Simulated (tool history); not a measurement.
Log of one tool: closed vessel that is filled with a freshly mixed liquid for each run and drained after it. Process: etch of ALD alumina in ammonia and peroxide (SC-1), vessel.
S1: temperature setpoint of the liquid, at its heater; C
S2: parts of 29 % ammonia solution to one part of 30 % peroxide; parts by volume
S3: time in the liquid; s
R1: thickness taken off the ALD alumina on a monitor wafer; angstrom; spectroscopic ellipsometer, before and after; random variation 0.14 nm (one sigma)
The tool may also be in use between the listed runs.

| run | hour | S1 | S2 | S3 | R1 |
|---|---|---|---|---|---|
| 1 | 0.0 | 53.0 | 0.5 | 1235 | 477.83 |
| 2 | 2.0 | 52.5 | 0.5 | 1235 | 465.85 |
| 3 | 6.8 | 47.5 | 0.5 | 1235 | 354.33 |
| 4 | 9.3 | 47.5 | 0.5 | 1325 | 378.44 |
| 5 | 10.7 | 47.5 | 0.4 | 1325 | 373.09 |
| 6 | 17.5 | 47.5 | 0.4 | 1235 | 347.81 |
| 7 | 21.3 | 48.0 | 0.4 | 1235 | 355.06 |
| 8 | 30.8 | 48.5 | 0.4 | 1235 | 365.80 |

Predict the results of run 9:
| 9 | 34.5 | 49.0 | 0.4 | 1235 | ? |

Run 9 measured R1 378.11 angstrom.
